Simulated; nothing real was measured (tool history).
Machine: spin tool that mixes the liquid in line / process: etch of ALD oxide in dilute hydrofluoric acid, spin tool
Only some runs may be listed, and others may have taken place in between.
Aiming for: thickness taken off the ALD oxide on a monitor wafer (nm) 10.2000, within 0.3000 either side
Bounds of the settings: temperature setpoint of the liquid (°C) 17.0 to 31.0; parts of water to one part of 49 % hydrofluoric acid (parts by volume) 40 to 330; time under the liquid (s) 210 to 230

run	day	temperature setpoint of the liquid (°C)	parts of water to one part of 49 % hydrofluoric acid (parts by volume)	time under the liquid (s)	thickness taken off the ALD oxide on a monitor wafer (nm)
1	0.000	23.0	185	210	13.7870
2	0.133	21.5	190	210	12.6160
3	0.458	20.5	195	210	12.0630
4	0.488	20.5	195	210	11.8390
5	0.708	20.5	195	230	13.1100
6	1.008	20.5	165	230	15.9870
7	1.329	19.5	180	230	14.0690
# day 1.400: thermometer replaced
8	1.400	19.0	190	230	12.1910
9	1.612	18.5	195	230	11.5380
10	1.875	18.0	195	230	11.3650
11	2.200	17.5	195	230	10.9990

Which one of the following 5 next-run settings gets every result inside its allowed miss? There is exactly one.
A	2.525	17.0	205	210	?
B	2.525	17.0	170	210	?
C	2.525	17.5	210	230	?
D	2.525	18.5	220	225	?
E	2.525	18.5	220	220	?

move	thickness taken off the ALD oxide on a monitor wafer (nm)
A	9.2627
B	11.5390
C	10.0550
D	9.6748
E	9.4598
A: the result that was furthest off in the last run now lies on the other side of its target
B: moves away from the targets compared with the last run
C: in spec on every target
D: the result that was furthest off in the last run now lies on the other side of its target
E: the result that was furthest off in the last run now lies on the other side of its target
Move C is the one to make.

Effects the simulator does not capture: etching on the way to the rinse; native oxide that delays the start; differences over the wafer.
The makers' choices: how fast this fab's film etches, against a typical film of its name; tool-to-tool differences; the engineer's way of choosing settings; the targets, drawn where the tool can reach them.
